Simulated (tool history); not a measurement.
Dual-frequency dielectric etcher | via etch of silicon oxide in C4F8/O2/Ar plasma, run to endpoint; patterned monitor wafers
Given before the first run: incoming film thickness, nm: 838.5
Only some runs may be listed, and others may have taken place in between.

{"run": 1, "hour": 0.0, "source power (kW)": 1.75, "bias power (kW)": 2.436, "endpoint time (s)": 146.07}
{"run": 2, "hour": 5.3, "source power (kW)": 1.62, "bias power (kW)": 2.436, "endpoint time (s)": 150.78}
{"run": 3, "hour": 7.9, "source power (kW)": 1.62, "bias power (kW)": 2.224, "endpoint time (s)": 155.13}
{"run": 4, "hour": 11.1, "source power (kW)": 1.62, "bias power (kW)": 1.881, "endpoint time (s)": 159.53}
{"run": 5, "hour": 18.2, "source power (kW)": 1.79, "bias power (kW)": 1.951, "endpoint time (s)": 153.23}
{"run": 6, "hour": 24.8, "source power (kW)": 1.93, "bias power (kW)": 2.026, "endpoint time (s)": 146.44}
{"run": 7, "hour": 31.6, "source power (kW)": 2.03, "bias power (kW)": 2.064, "endpoint time (s)": 141.95}

Run 8, settings as shown, results not yet in. Your forecast:
{"run": 8, "hour": 32.3, "source power (kW)": 2.1, "bias power (kW)": 2.089, "endpoint time (s)": "?"}

endpoint time (s): 140.13
